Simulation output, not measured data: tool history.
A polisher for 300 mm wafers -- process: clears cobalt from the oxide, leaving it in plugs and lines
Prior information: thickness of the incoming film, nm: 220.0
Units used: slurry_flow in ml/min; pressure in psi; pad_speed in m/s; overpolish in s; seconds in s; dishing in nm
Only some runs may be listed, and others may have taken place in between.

{"run": 1, "hour": 0.0, "slurry_flow": 305, "pressure": 2, "pad_speed": 1.06, "overpolish": 11, "seconds": 37.732, "dishing": 41.351}
{"run": 2, "hour": 7.6, "slurry_flow": 305, "pressure": 2, "pad_speed": 1.28, "overpolish": 11, "seconds": 32.357, "dishing": 44.231}
{"run": 3, "hour": 9.5, "slurry_flow": 305, "pressure": 2, "pad_speed": 1.36, "overpolish": 9, "seconds": 31.646, "dishing": 40.367}
{"run": 4, "hour": 14.3, "slurry_flow": 305, "pressure": 1.7, "pad_speed": 1.36, "overpolish": 9, "seconds": 35.817, "dishing": 37.218}
{"run": 5, "hour": 19.3, "slurry_flow": 315, "pressure": 1.8, "pad_speed": 1.42, "overpolish": 8, "seconds": 31.245, "dishing": 35.89}
{"run": 6, "hour": 25.3, "slurry_flow": 330, "pressure": 1.9, "pad_speed": 1.44, "overpolish": 7, "seconds": 29.782, "dishing": 34.644}
{"run": 7, "hour": 28.9, "slurry_flow": 345, "pressure": 2, "pad_speed": 1.46, "overpolish": 6, "seconds": 27.618, "dishing": 32.92}

Run 8 comes next. What will it give?
{"run": 8, "hour": 34.0, "slurry_flow": 415, "pressure": 2.4, "pad_speed": 1.46, "overpolish": 3, "seconds": "?", "dishing": "?"}

Run 8 yielded seconds 24.01 s, dishing 21.702 nm.

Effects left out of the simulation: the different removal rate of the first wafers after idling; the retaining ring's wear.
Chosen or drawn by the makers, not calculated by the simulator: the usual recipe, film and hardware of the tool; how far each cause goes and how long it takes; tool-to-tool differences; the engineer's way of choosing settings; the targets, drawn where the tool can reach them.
